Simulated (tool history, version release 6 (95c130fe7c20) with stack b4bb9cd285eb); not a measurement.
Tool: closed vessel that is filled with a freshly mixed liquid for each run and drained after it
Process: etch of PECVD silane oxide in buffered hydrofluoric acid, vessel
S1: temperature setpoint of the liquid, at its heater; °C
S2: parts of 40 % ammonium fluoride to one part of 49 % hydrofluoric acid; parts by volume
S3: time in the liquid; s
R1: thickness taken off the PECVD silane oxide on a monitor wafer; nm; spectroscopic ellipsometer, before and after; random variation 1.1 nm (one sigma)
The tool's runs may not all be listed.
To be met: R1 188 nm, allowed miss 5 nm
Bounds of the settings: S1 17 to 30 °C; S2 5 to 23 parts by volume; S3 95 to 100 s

run,hour,S1,S2,S3,R1
1,0,22,14,95,231.13
2,4.4,21,14,95,221.66
3,13.1,21,11,95,278.9
4,18.9,18,11,95,233.75
5,21.5,18,11,100,249.64
6,30.8,18,11,100,249.09
7,38,18,11,100,246.63
8,41.5,17.5,11.5,100,231.81
9,44.9,17.5,12,100,223.52
10,52.2,17.5,12.5,100,212.24
11,57.1,17.5,13,100,204.48
12,62.6,17.5,13,100,206.61

5 next moves are on the table. One of them brings every result within its allowed miss. Which?
A,68.1,17,14,95,?
B,68.1,17,14.5,100,?
C,68.1,17,13,95,?
D,68.1,18.5,12,100,?
E,68.1,17,15,100,?

move,R1
A,174.33
B,177.28
C,187.49
D,232.46
E,171.46
A: takes the result that was furthest off past its target
B: takes the result that was furthest off past its target
C: meets every target
D: further off than the last run
E: takes the result that was furthest off past its target
Move C is the one to make.
